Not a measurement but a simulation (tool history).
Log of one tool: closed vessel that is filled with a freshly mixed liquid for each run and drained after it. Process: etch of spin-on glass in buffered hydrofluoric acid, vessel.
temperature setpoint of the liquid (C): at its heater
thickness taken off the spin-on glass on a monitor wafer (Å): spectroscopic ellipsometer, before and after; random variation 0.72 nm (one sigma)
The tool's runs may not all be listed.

run  hour  temperature setpoint of the liquid (C)  parts of 40 % ammonium fluoride to one part of 49 % hydrofluoric acid (parts by volume)  time in the liquid (s)  thickness taken off the spin-on glass on a monitor wafer (Å)
  1   0.0                                    23.0                                                                                     16.0                      30                                                        695.02
  2   6.6                                    20.0                                                                                     16.0                      30                                                        581.75
  3   7.6                                    21.5                                                                                     16.0                      30                                                        629.24
  4  15.0                                    21.5                                                                                     20.5                      30                                                        490.72
  5  15.9                                    23.5                                                                                     20.5                      30                                                        546.00
  6  21.6                                    25.0                                                                                     20.0                      30                                                        607.99
  7  26.3                                    26.5                                                                                     20.0                      30                                                        665.12
  8  28.7                                    27.5                                                                                     20.0                      30                                                        695.36
  9  36.0                                    28.0                                                                                     20.0                      30                                                        707.36
     41.9  -- hydrofluoric acid flow meter replaced
 10  41.9                                    28.5                                                                                     19.5                      30                                                        698.09
 11  47.0                                    29.0                                                                                     18.5                      30                                                        742.03
 12  48.5                                    29.5                                                                                     18.0                      30                                                        787.18

Run 13 comes next. What will it give?
 13  50.8                                    30.0                                                                                     17.5                      30                                                             ?

thickness taken off the spin-on glass on a monitor wafer (Å): 823.55
